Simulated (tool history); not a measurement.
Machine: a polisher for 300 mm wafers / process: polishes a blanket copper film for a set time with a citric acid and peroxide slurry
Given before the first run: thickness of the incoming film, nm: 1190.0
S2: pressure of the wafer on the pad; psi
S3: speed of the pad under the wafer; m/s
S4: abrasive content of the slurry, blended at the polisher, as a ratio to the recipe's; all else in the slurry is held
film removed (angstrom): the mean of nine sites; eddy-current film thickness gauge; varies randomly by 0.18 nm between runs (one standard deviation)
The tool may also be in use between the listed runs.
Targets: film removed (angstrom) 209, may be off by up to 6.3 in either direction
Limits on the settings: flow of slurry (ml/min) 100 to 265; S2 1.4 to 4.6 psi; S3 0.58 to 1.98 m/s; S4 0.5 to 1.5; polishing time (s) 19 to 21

run 1 hour=0 | flow_of_slurry_(ml/min)=170 S2=3 S3=1.28 S4=1 polishing_time_(s)=21 | film_removed_(angstrom)=528.09
run 2 hour=7.1 | flow_of_slurry_(ml/min)=165 S2=2.7 S3=1.2 S4=1 polishing_time_(s)=21 | film_removed_(angstrom)=450.21
run 3 hour=11.3 | flow_of_slurry_(ml/min)=165 S2=2.7 S3=1.04 S4=1 polishing_time_(s)=21 | film_removed_(angstrom)=392.02
run 4 hour=12.3 | flow_of_slurry_(ml/min)=160 S2=2.5 S3=1 S4=1 polishing_time_(s)=21 | film_removed_(angstrom)=358.29
run 5 hour=19 | flow_of_slurry_(ml/min)=160 S2=2.3 S3=0.96 S4=1 polishing_time_(s)=21 | film_removed_(angstrom)=315.25
run 6 hour=25 | flow_of_slurry_(ml/min)=185 S2=2.3 S3=0.96 S4=1 polishing_time_(s)=21 | film_removed_(angstrom)=318.42
run 7 hour=29.3 | flow_of_slurry_(ml/min)=185 S2=1.5 S3=0.78 S4=1 polishing_time_(s)=21 | film_removed_(angstrom)=177.53
run 8 hour=37.3 | flow_of_slurry_(ml/min)=185 S2=1.6 S3=0.78 S4=1 polishing_time_(s)=21 | film_removed_(angstrom)=190.57

Of the 4 settings listed for the next run, only one would bring every result within its allowed miss of target. Which one?
run A hour=45.3 | flow_of_slurry_(ml/min)=170 S2=1.4 S3=0.94 S4=1.1 polishing_time_(s)=19 | film_removed_(angstrom)=?
run B hour=45.3 | flow_of_slurry_(ml/min)=105 S2=1.5 S3=1.08 S4=1.15 polishing_time_(s)=19 | film_removed_(angstrom)=?
run C hour=45.3 | flow_of_slurry_(ml/min)=160 S2=1.7 S3=0.76 S4=0.95 polishing_time_(s)=21 | film_removed_(angstrom)=?
run D hour=45.3 | flow_of_slurry_(ml/min)=180 S2=2.1 S3=0.68 S4=0.9 polishing_time_(s)=19 | film_removed_(angstrom)=?

move=A film_removed_(angstrom)=179.51
move=B film_removed_(angstrom)=206.72
move=C film_removed_(angstrom)=191.08
move=D film_removed_(angstrom)=192.07
A: further off than the last run
B: every result lands within tolerance
C: neither nearer nor further off than the last run
D: moves toward the targets from the last run without getting all of them in spec
B meets every target.
